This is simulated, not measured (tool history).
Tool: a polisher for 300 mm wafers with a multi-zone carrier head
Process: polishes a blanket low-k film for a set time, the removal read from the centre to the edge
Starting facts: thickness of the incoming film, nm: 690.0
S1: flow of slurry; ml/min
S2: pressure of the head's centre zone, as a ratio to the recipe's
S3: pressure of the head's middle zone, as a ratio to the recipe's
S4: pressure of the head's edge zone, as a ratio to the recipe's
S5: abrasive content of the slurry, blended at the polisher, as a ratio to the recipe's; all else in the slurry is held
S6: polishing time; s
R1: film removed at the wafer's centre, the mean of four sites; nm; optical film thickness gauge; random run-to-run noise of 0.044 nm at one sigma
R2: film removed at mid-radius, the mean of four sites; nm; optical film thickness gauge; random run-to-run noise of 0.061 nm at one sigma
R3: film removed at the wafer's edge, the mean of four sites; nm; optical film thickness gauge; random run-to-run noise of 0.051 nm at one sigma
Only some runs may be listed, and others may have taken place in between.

run 1 hour=0 | S1=160 S2=1 S3=1 S4=1 S5=1 S6=56 | R1=14.244 R2=15.104 R3=14.228
run 2 hour=4.5 | S1=180 S2=1 S3=1 S4=1 S5=1 S6=56 | R1=14.706 R2=14.876 R3=14.201
run 3 hour=11.3 | S1=210 S2=1 S3=1 S4=1 S5=1 S6=56 | R1=15.028 R2=15.502 R3=14.384
run 4 hour=13.9 | S1=210 S2=1.03 S3=1 S4=1 S5=1 S6=56 | R1=15.347 R2=15.383 R3=14.682
run 5 hour=17.1 | S1=210 S2=1.03 S3=1.05 S4=1 S5=1 S6=56 | R1=15.593 R2=15.855 R3=14.753
run 6 hour=20.5 | S1=185 S2=1.02 S3=0.99 S4=0.96 S5=0.9 S6=49 | R1=12.417 R2=12.233 R3=11.792
run 7 hour=26.1 | S1=165 S2=1.02 S3=0.97 S4=0.93 S5=0.8 S6=43 | R1=10.154 R2=9.8685 R3=9.2541
run 8 hour=32.2 | S1=160 S2=1.01 S3=0.94 S4=0.92 S5=0.75 S6=39 | R1=8.727 R2=8.292 R3=8.0522

For run 9, what comes out?
run 9 hour=37.9 | S1=155 S2=1 S3=0.92 S4=0.9 S5=0.7 S6=37 | R1=? R2=? R3=?

{"run 9": {"R1": 7.7006, "R2": 7.5088, "R3": 7.3666}}

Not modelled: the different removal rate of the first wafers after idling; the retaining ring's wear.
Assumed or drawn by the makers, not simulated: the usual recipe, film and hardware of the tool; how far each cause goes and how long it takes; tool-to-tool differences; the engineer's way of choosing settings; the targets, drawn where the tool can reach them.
